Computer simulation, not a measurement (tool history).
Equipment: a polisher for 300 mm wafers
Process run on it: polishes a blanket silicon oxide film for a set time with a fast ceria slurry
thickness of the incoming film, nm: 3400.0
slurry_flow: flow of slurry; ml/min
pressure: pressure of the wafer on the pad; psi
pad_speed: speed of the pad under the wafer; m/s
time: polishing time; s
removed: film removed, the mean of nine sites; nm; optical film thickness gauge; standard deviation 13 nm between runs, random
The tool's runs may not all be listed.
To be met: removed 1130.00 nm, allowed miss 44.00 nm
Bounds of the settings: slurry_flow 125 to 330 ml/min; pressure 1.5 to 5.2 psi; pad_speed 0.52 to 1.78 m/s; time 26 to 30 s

run  hour  slurry_flow  pressure  pad_speed  time  removed
  1   0.0          210       3.3       1.14    30   728.63
  2   7.5          210       2.7       1.14    30   615.28
  3  15.8          160       2.7       1.14    30   594.86
  4  21.4          160       2.7       1.14    30   594.75
  5  25.2          160       2.7       1.14    30   604.57
  6  32.4          160       1.9       1.14    30   451.00
     36.9  -- head pressure recalibrated
  7  36.9          160       2.6       1.16    30   544.98
  8  44.8          190       3.0       1.18    30   620.68
  9  46.7          190       4.0       1.22    30   829.76
 10  53.8          205       4.3       1.22    30   873.14

Exactly one of the 5 candidate moves below puts every result within its allowed miss. Which one?
  A  60.9          190       4.3       1.72    30        ?
  B  60.9          210       4.4       1.42    30        ?
  C  60.9          155       5.2       1.64    30        ?
  D  60.9          275       5.2       1.66    28        ?
  E  60.9          230       5.1       1.56    30        ?

move  removed
   A  1089.60
   B   976.15
   C  1206.10
   D  1218.40
   E  1202.70
A: all results in spec
B: moves toward the targets from the last run without getting all of them in spec
C: takes the biggest miss from the last run beyond its target
D: takes the biggest miss from the last run beyond its target
E: takes the biggest miss from the last run beyond its target
So the answer is move A, the one that meets all the targets.

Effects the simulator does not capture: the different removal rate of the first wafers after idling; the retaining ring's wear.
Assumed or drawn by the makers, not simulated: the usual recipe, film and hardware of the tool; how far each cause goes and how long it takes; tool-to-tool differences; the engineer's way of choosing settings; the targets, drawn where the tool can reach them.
